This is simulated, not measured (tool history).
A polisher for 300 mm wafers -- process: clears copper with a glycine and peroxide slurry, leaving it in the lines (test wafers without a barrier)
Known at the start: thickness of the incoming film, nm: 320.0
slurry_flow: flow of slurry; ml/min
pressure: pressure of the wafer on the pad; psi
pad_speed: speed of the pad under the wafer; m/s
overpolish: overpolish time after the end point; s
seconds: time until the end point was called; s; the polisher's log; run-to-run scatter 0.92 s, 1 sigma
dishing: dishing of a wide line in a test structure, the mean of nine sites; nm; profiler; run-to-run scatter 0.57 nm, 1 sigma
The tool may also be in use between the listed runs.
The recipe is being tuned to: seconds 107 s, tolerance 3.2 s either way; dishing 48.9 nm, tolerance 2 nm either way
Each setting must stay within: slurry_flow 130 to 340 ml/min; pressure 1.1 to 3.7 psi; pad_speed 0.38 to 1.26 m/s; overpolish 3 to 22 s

run,hour,slurry_flow,pressure,pad_speed,overpolish,seconds,dishing
1,0,220,2.4,0.82,11,70.512,41.031
2,8.5,220,2.4,0.82,8,70.889,30.793
3,12.8,180,2.4,0.82,8,72.846,30.556
4,20.5,175,2,0.8,11,84.843,34.957
5,22.7,150,2,0.8,11,87.103,34.353
6,28.1,150,1.7,0.8,11,96.789,30.917
7,34.9,145,1.6,0.8,13,100.78,35.104
8,43.6,140,1.6,0.8,15,102.44,39.124
9,48.2,140,1.6,0.8,16,102.07,41.67
10,50.1,140,1.6,0.8,17,105.12,43.673
11,59.1,140,1.6,0.8,18,101.2,45.36
12,66.2,140,1.5,0.8,19,106.38,46.329

4 next moves are on the table. One of them brings every result within its allowed miss. Which?
A,73.3,130,1.7,0.7,18,?,?
B,73.3,180,1.5,0.76,17,?,?
C,73.3,150,1.5,0.78,19,?,?
D,73.3,190,1.6,0.7,20,?,?

move,seconds,dishing
A,109.75,42.988
B,107.18,41.571
C,108.29,45.336
D,107.63,47.888
A: further off than the last run
B: further off than the last run
C: further off than the last run
D: every result within its allowed miss
Correct choice: D, which meets every target
